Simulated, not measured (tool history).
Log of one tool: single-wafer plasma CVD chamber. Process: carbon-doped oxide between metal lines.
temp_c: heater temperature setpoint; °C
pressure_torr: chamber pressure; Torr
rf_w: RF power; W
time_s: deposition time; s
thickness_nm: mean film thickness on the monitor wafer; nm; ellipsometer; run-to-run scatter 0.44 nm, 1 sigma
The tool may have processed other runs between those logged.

| run | hour | temp_c | pressure_torr | rf_w | time_s | thickness_nm |
|---|---|---|---|---|---|---|
| 1 | 0.0 | 355 | 4.19 | 635 | 17.6 | 106.930 |
| 2 | 0.6 | 355 | 4.19 | 635 | 17.6 | 105.550 |
| 3 | 1.4 | 345 | 4.19 | 635 | 17.6 | 109.770 |
| 4 | 4.5 | 351 | 3.88 | 625 | 17.6 | 105.630 |
| 5 | 11.6 | 342 | 3.88 | 625 | 17.6 | 108.490 |
| 6 | 14.6 | 348 | 3.59 | 615 | 17.6 | 104.460 |
| 7 | 20.5 | 353 | 3.40 | 610 | 17.6 | 101.590 |
| 8 | 25.5 | 356 | 3.27 | 605 | 17.6 | 99.557 |
| 9 | 27.3 | 356 | 3.27 | 605 | 17.6 | 99.648 |
| 10 | 36.1 | 358 | 3.18 | 605 | 17.6 | 98.909 |

Estimate the outcome of run 11 from the log above:
| 11 | 39.2 | 360 | 3.10 | 605 | 17.6 | ? |

{"run 11": {"thickness_nm": 98.575}}

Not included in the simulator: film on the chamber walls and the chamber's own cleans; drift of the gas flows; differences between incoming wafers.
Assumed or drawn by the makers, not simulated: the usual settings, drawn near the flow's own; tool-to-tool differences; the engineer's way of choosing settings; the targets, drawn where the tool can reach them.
